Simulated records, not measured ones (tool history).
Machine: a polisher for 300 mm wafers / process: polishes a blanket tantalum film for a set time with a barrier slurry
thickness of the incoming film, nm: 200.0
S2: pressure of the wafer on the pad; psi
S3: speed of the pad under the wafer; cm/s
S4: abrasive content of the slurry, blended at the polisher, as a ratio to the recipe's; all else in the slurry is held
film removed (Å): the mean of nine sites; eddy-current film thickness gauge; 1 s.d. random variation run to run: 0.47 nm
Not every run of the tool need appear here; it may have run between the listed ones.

run 1 hour=0.0 | flow_of_slurry_(ml/min)=180 S2=1.9 S3=86 S4=1.0 polishing_time_(s)=28 | film_removed_(Å)=410.64
run 2 hour=6.4 | flow_of_slurry_(ml/min)=155 S2=1.9 S3=86 S4=1.0 polishing_time_(s)=28 | film_removed_(Å)=387.31
run 3 hour=13.1 | flow_of_slurry_(ml/min)=135 S2=1.9 S3=86 S4=1.0 polishing_time_(s)=28 | film_removed_(Å)=385.76
run 4 hour=14.6 | flow_of_slurry_(ml/min)=135 S2=1.9 S3=102 S4=1.0 polishing_time_(s)=28 | film_removed_(Å)=449.42
run 5 hour=20.6 | flow_of_slurry_(ml/min)=160 S2=1.9 S3=102 S4=1.0 polishing_time_(s)=28 | film_removed_(Å)=470.41
run 6 hour=28.2 | flow_of_slurry_(ml/min)=185 S2=1.9 S3=102 S4=1.0 polishing_time_(s)=28 | film_removed_(Å)=474.18
-- hour=33.0 slurry blender recalibrated
run 7 hour=33.0 | flow_of_slurry_(ml/min)=185 S2=1.8 S3=102 S4=1.0 polishing_time_(s)=28 | film_removed_(Å)=492.33
run 8 hour=38.0 | flow_of_slurry_(ml/min)=180 S2=1.2 S3=92 S4=1.0 polishing_time_(s)=28 | film_removed_(Å)=304.22
run 9 hour=40.0 | flow_of_slurry_(ml/min)=190 S2=1.2 S3=92 S4=1.0 polishing_time_(s)=28 | film_removed_(Å)=306.19

Estimate the outcome of run 10 from the log above:
run 10 hour=43.2 | flow_of_slurry_(ml/min)=190 S2=1.2 S3=92 S4=1.0 polishing_time_(s)=28 | film_removed_(Å)=?

Logged for run 10: film removed (Å) 301.26.
